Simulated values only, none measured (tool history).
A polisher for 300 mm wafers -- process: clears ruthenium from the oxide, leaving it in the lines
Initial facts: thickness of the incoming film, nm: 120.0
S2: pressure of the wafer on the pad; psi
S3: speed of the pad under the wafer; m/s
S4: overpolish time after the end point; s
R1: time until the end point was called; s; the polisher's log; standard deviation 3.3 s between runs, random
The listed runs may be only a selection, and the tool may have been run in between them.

Run 1, day 0.000: flow of slurry (ml/min) 170, S2 2.4 psi, S3 0.94 m/s, S4 48 s. Result: R1 125.59 s.
Run 2, day 0.212: flow of slurry (ml/min) 170, S2 2.3 psi, S3 0.94 m/s, S4 48 s. Result: R1 126.25 s.
Run 3, day 0.517: flow of slurry (ml/min) 185, S2 2.3 psi, S3 0.94 m/s, S4 48 s. Result: R1 129.30 s.
Run 4, day 0.629: flow of slurry (ml/min) 185, S2 2.2 psi, S3 0.94 m/s, S4 48 s. Result: R1 132.13 s.
Run 5, day 0.958: flow of slurry (ml/min) 185, S2 2.1 psi, S3 0.94 m/s, S4 48 s. Result: R1 138.59 s.
Run 6, day 1.321: flow of slurry (ml/min) 185, S2 2.0 psi, S3 0.94 m/s, S4 48 s. Result: R1 143.31 s.
At day 1.696: head pressure recalibrated.
Run 7, day 1.696: flow of slurry (ml/min) 185, S2 2.0 psi, S3 0.94 m/s, S4 48 s. Result: R1 136.03 s.

Run 8 is up next; what results do you expect?
Run 8, day 1.804: flow of slurry (ml/min) 185, S2 1.9 psi, S3 0.92 m/s, S4 48 s. Result: R1 ?.

Run 8 gave R1 140.97 s.
